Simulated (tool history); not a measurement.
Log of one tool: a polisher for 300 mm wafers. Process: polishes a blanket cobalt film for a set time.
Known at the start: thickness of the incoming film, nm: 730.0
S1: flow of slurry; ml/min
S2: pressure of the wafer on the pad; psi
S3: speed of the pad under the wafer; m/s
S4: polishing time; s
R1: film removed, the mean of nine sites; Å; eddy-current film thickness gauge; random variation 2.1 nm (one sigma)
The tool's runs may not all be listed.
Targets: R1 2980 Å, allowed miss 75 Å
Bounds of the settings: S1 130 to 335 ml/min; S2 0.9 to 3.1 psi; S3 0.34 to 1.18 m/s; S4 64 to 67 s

run	hour	S1	S2	S3	S4	R1
1	0	215	2	0.76	64	2433.5
2	4.8	245	2	0.76	64	2475.2
3	6.7	205	2	0.76	64	2410.2
4	12.6	205	1.7	0.76	64	2135.8
5	13.7	210	1.9	0.76	64	2342.3
6	18.8	230	1.9	0.76	64	2352.7
7	19.5	235	2.1	0.76	64	2529.8
8	23.4	235	2.2	0.76	64	2627.4
9	28.3	235	2.3	0.76	64	2737.5
10	32.5	240	2.4	0.76	64	2801.6
11	36.1	245	2.5	0.76	64	2877.2

4 next moves are on the table. One of them brings every result within its allowed miss. Which?
A	39.7	225	2.7	0.8	65	?
B	39.7	200	2.4	0.76	65	?
C	39.7	215	2.6	0.7	66	?
D	39.7	255	2.7	0.72	64	?

move	R1
A	3147.1
B	2749.2
C	2819.9
D	2916.2
A: takes the result that was furthest off past its target
B: further off than the last run
C: further off than the last run
D: meets every target
Move D is the one to make.

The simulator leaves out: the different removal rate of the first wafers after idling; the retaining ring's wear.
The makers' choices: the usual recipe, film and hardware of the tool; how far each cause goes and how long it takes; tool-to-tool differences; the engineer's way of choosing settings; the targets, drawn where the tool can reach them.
